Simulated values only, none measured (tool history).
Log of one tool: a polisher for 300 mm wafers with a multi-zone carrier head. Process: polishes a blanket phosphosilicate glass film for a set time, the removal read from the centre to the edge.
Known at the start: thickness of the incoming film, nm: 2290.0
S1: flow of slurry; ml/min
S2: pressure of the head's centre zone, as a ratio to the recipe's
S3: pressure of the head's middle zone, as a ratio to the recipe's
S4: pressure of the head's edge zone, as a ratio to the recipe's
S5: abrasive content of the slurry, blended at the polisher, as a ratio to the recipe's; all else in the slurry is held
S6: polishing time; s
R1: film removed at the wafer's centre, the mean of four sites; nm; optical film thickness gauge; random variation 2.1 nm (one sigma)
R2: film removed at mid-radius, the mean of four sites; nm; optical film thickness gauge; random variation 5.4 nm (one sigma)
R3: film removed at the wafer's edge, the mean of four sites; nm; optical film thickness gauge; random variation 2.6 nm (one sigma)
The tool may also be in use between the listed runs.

run 1 hour=0 | S1=165 S2=1 S3=1 S4=1 S5=1 S6=36 | R1=279.47 R2=274.14 R3=270.44
run 2 hour=1.2 | S1=185 S2=1 S3=1 S4=1 S5=1 S6=36 | R1=284.83 R2=280.37 R3=271.34
run 3 hour=10 | S1=185 S2=1 S3=1.06 S4=1 S5=1 S6=36 | R1=284.25 R2=288.65 R3=274.93
run 4 hour=17.7 | S1=185 S2=1 S3=1.06 S4=1 S5=1 S6=32 | R1=252.91 R2=257.29 R3=244.17
run 5 hour=25.9 | S1=185 S2=1 S3=1.08 S4=1.02 S5=1.1 S6=33 | R1=271.64 R2=280.58 R3=267.3
run 6 hour=33.1 | S1=190 S2=1 S3=1.1 S4=1.03 S5=1.15 S6=33 | R1=280.51 R2=296.75 R3=278.78
run 7 hour=40.1 | S1=195 S2=1.01 S3=1.12 S4=1.05 S5=1.2 S6=33 | R1=286.41 R2=295.84 R3=285.16
run 8 hour=43.9 | S1=200 S2=1.01 S3=1.13 S4=1.05 S5=1.25 S6=33 | R1=297.57 R2=310.14 R3=291.82
run 9 hour=51.4 | S1=205 S2=1 S3=1.14 S4=1.06 S5=1.3 S6=33 | R1=298.62 R2=318.36 R3=300.05
run 10 hour=55.1 | S1=210 S2=1 S3=1.15 S4=1.07 S5=1.35 S6=33 | R1=305.99 R2=325.83 R3=306.44
run 11 hour=62 | S1=210 S2=1 S3=1.16 S4=1.08 S5=1.4 S6=34 | R1=322.43 R2=336.5 R3=316.83
run 12 hour=69.2 | S1=215 S2=0.99 S3=1.17 S4=1.09 S5=1.4 S6=34 | R1=316.86 R2=342.27 R3=324.04
run 13 hour=71 | S1=220 S2=0.99 S3=1.17 S4=1.09 S5=1.4 S6=34 | R1=320.17 R2=342.37 R3=324
run 14 hour=75.5 | S1=220 S2=0.99 S3=1.17 S4=1.09 S5=1.4 S6=34 | R1=319.45 R2=346.79 R3=322.79

The next listed run, before its measurement:
run 15 hour=81.8 | S1=225 S2=0.99 S3=1.17 S4=1.1 S5=1.4 S6=34 | R1=? R2=? R3=?

Run 15 gave R1 318.92 nm, R2 342.53 nm, R3 325.79 nm.
